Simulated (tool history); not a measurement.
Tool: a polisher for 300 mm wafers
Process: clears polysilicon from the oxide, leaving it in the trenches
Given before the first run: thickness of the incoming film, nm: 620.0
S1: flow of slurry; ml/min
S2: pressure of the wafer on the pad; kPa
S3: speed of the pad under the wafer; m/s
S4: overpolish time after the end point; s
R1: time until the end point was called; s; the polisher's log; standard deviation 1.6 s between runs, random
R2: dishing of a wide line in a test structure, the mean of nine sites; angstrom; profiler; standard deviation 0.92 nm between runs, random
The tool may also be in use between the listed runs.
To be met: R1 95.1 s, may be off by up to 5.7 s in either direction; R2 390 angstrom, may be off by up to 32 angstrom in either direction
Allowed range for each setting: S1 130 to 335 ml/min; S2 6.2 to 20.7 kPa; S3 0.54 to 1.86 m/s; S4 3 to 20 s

Run 1, hour 0: S1 215 ml/min, S2 13.1 kPa, S3 1.18 m/s, S4 10 s. Result: R1 43.652 s, R2 523.31 angstrom.
Run 2, hour 1.1: S1 215 ml/min, S2 12.4 kPa, S3 1.14 m/s, S4 10 s. Result: R1 46.389 s, R2 527.62 angstrom.
Run 3, hour 3.5: S1 215 ml/min, S2 11.7 kPa, S3 1.08 m/s, S4 9 s. Result: R1 53.25 s, R2 465.89 angstrom.
Run 4, hour 6.8: S1 215 ml/min, S2 11.7 kPa, S3 1.08 m/s, S4 6 s. Result: R1 52.332 s, R2 382.46 angstrom.
Run 5, hour 14.8: S1 215 ml/min, S2 14.5 kPa, S3 1.08 m/s, S4 6 s. Result: R1 41.745 s, R2 454.63 angstrom.
Run 6, hour 22.5: S1 215 ml/min, S2 13.1 kPa, S3 1.06 m/s, S4 7 s. Result: R1 48.021 s, R2 453.5 angstrom.
Run 7, hour 23.7: S1 215 ml/min, S2 13.1 kPa, S3 1.06 m/s, S4 7 s. Result: R1 47.893 s, R2 442.1 angstrom.
Run 8, hour 32.6: S1 215 ml/min, S2 12.4 kPa, S3 1.04 m/s, S4 8 s. Result: R1 52.301 s, R2 466.8 angstrom.
Run 9, hour 41.2: S1 215 ml/min, S2 12.4 kPa, S3 1.04 m/s, S4 8 s. Result: R1 50.878 s, R2 459.02 angstrom.
Run 10, hour 47.9: S1 215 ml/min, S2 11.7 kPa, S3 1.02 m/s, S4 8 s. Result: R1 55.266 s, R2 443.29 angstrom.
Run 11, hour 51.3: S1 215 ml/min, S2 11 kPa, S3 1 m/s, S4 8 s. Result: R1 59.548 s, R2 415.07 angstrom.
Run 12, hour 56.5: S1 215 ml/min, S2 10.3 kPa, S3 0.98 m/s, S4 9 s. Result: R1 62.152 s, R2 421.11 angstrom.
Run 13, hour 64.6: S1 215 ml/min, S2 9.7 kPa, S3 0.96 m/s, S4 9 s. Result: R1 71.511 s, R2 387.42 angstrom.
Run 14, hour 67.7: S1 215 ml/min, S2 8.3 kPa, S3 0.92 m/s, S4 11 s. Result: R1 84.557 s, R2 407.03 angstrom.
Run 15, hour 76.1: S1 215 ml/min, S2 6.9 kPa, S3 0.9 m/s, S4 10 s. Result: R1 102.92 s, R2 353.07 angstrom.

Pick the move, out of 4, that brings all results within their allowed miss; only one does.
Run A, hour 84.5: S1 215 ml/min, S2 8.3 kPa, S3 0.98 m/s, S4 13 s. Result: R1 ?, R2 ?.
Run B, hour 84.5: S1 200 ml/min, S2 8.3 kPa, S3 0.96 m/s, S4 16 s. Result: R1 ?, R2 ?.
Run C, hour 84.5: S1 210 ml/min, S2 7.6 kPa, S3 0.92 m/s, S4 15 s. Result: R1 ?, R2 ?.
Run D, hour 84.5: S1 205 ml/min, S2 9 kPa, S3 0.78 m/s, S4 11 s. Result: R1 ?, R2 ?.

move      R1      R2
   A  81.974  447.67
   B  84.474  479.28
   C  94.939  446.96
   D  95.169  384.34
A: pushes the last run's worst result past its target
B: pushes the last run's worst result past its target
C: meets the target for the result that was furthest off, but another lies outside its allowed miss
D: every result lands within tolerance
Answer: D
